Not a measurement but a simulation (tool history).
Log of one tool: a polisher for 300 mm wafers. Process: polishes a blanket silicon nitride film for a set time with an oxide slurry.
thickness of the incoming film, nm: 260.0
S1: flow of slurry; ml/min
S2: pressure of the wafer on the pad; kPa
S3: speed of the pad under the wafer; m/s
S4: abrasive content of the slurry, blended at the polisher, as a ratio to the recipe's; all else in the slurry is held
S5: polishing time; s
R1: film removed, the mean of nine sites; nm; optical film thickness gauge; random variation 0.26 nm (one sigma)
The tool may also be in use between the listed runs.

| run | hour | S1 | S2 | S3 | S4 | S5 | R1 |
|---|---|---|---|---|---|---|---|
| 1 | 0.0 | 250 | 21.4 | 1.20 | 1.0 | 24 | 12.678 |
| 2 | 7.6 | 215 | 21.4 | 1.20 | 1.0 | 24 | 12.462 |
| 3 | 8.1 | 215 | 23.4 | 1.20 | 1.0 | 24 | 13.740 |
| 4 | 10.6 | 160 | 23.4 | 1.20 | 1.0 | 24 | 13.053 |
| 5 | 12.3 | 170 | 24.8 | 1.20 | 1.0 | 24 | 14.001 |
| 6 | 15.4 | 180 | 26.2 | 1.20 | 1.0 | 24 | 14.912 |
| 7 | 19.6 | 185 | 27.6 | 1.22 | 1.0 | 24 | 15.846 |

The next listed run, before its measurement:
| 8 | 21.0 | 190 | 28.3 | 1.24 | 1.0 | 24 | ? |

Run 8 gave R1 16.264 nm.
